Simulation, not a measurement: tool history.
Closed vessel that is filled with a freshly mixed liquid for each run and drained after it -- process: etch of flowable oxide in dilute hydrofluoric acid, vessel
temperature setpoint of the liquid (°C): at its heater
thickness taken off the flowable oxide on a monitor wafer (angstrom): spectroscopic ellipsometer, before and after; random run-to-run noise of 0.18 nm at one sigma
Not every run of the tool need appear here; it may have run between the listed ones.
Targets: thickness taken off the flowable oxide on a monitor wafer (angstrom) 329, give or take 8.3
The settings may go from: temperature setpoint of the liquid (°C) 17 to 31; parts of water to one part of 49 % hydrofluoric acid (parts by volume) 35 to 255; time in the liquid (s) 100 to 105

run  hour  temperature setpoint of the liquid (°C)  parts of water to one part of 49 % hydrofluoric acid (parts by volume)  time in the liquid (s)  thickness taken off the flowable oxide on a monitor wafer (angstrom)
  1     0                                       23                                                                     145                     100                                                                228.34
  2     1                                     24.5                                                                     145                     100                                                                242.18
  3   9.1                                     24.5                                                                     145                     105                                                                252.49
  4  11.6                                       26                                                                     140                     105                                                                280.06
  5  14.7                                       27                                                                     140                     105                                                                286.25
  6  19.5                                       27                                                                      90                     105                                                                477.74
  7  21.9                                       23                                                                      95                     105                                                                386.22
  8  23.8                                       22                                                                      95                     105                                                                373.37
  9  32.7                                     21.5                                                                      95                     105                                                                 364.8
 10  36.6                                       21                                                                      95                     105                                                                356.44
 11  42.7                                     20.5                                                                      95                     105                                                                352.38
 12  44.1                                       20                                                                      95                     105                                                                346.92
 13    51                                       20                                                                      95                     105                                                                344.02

Which one of the following 4 next-run settings gets every result inside its allowed miss? There is exactly one.
  A  57.9                                       20                                                                      85                     100                                                                     ?
  B  57.9                                     22.5                                                                     100                     105                                                                     ?
  C  57.9                                       20                                                                      95                     100                                                                     ?
  D  57.9                                     17.5                                                                      80                     105                                                                     ?

move  thickness taken off the flowable oxide on a monitor wafer (angstrom)
   A                                                                371.37
   B                                                                359.78
   C                                                                328.36
   D                                                                375.86
A: its largest miss is bigger than the last run's
B: its largest miss is bigger than the last run's
C: all results land within tolerance of their targets
D: its largest miss is bigger than the last run's
Correct choice: C, which meets every target

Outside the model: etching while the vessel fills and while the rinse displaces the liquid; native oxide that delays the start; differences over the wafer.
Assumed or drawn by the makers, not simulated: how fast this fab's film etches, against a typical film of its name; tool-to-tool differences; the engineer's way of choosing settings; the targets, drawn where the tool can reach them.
